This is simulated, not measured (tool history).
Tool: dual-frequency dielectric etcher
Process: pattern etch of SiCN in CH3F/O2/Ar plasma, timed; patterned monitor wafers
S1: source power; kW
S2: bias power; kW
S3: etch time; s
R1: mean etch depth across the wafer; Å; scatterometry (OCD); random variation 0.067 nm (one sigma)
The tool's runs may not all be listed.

Run 1, day 0.000: S1 0.460 kW, S2 0.090 kW, S3 47.0 s. Result: R1 188.11 Å.
Run 2, day 0.283: S1 0.490 kW, S2 0.090 kW, S3 47.0 s. Result: R1 192.19 Å.
Run 3, day 0.354: S1 0.420 kW, S2 0.090 kW, S3 47.0 s. Result: R1 181.75 Å.
Run 4, day 0.567: S1 0.420 kW, S2 0.075 kW, S3 47.0 s. Result: R1 169.57 Å.
Run 5, day 0.833: S1 0.420 kW, S2 0.075 kW, S3 47.0 s. Result: R1 169.56 Å.
Run 6, day 1.179: S1 0.420 kW, S2 0.075 kW, S3 47.0 s. Result: R1 169.86 Å.
Run 7, day 1.367: S1 0.450 kW, S2 0.077 kW, S3 47.0 s. Result: R1 175.76 Å.
Run 8, day 1.662: S1 0.480 kW, S2 0.078 kW, S3 47.0 s. Result: R1 180.88 Å.
Run 9, day 1.804: S1 0.580 kW, S2 0.085 kW, S3 47.0 s. Result: R1 197.58 Å.

The next listed run, before its measurement:
Run 10, day 1.912: S1 0.590 kW, S2 0.086 kW, S3 47.0 s. Result: R1 ?.

R1: 202.33 Å
